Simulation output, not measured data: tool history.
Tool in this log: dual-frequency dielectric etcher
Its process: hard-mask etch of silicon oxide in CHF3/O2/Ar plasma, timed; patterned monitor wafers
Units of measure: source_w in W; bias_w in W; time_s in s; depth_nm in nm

{"run": 1, "hour": 0.0, "source_w": 460, "bias_w": 195, "time_s": 37.5, "depth_nm": 63.432}
{"run": 2, "hour": 5.6, "source_w": 460, "bias_w": 195, "time_s": 39.5, "depth_nm": 66.772}
{"run": 3, "hour": 10.4, "source_w": 540, "bias_w": 195, "time_s": 39.5, "depth_nm": 70.172}
{"run": 4, "hour": 13.0, "source_w": 540, "bias_w": 195, "time_s": 37.5, "depth_nm": 67.161}
{"run": 5, "hour": 21.9, "source_w": 540, "bias_w": 195, "time_s": 37.5, "depth_nm": 66.548}
{"run": 6, "hour": 23.7, "source_w": 540, "bias_w": 224, "time_s": 37.5, "depth_nm": 72.271}

For run 7, what comes out?
{"run": 7, "hour": 29.5, "source_w": 540, "bias_w": 224, "time_s": 37.5, "depth_nm": "?"}

depth_nm: 72.019 nm

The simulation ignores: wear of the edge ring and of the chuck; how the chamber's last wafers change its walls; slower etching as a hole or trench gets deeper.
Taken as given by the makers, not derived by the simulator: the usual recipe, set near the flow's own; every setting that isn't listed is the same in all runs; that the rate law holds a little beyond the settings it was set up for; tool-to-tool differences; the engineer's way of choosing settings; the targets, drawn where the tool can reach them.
